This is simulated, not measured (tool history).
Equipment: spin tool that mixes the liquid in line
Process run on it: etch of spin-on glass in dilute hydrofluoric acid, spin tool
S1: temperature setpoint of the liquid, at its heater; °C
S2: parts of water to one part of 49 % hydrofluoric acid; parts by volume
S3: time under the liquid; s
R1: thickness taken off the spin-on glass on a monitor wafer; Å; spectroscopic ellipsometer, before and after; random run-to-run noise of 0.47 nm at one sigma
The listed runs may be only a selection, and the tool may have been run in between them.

run,day,S1,S2,S3,R1
1,0,21,130,140,210.74
2,0.371,21,105,140,264.27
3,0.454,21,105,150,292.42
4,0.808,22,100,150,320.55
5,1.158,23,95,150,343.1
6,1.488,23,95,140,319.35

The next listed run, before its measurement:
# day 1.817: thermometer replaced
7,1.817,27,55,140,?

{"run 7": {"R1": 643.95}}
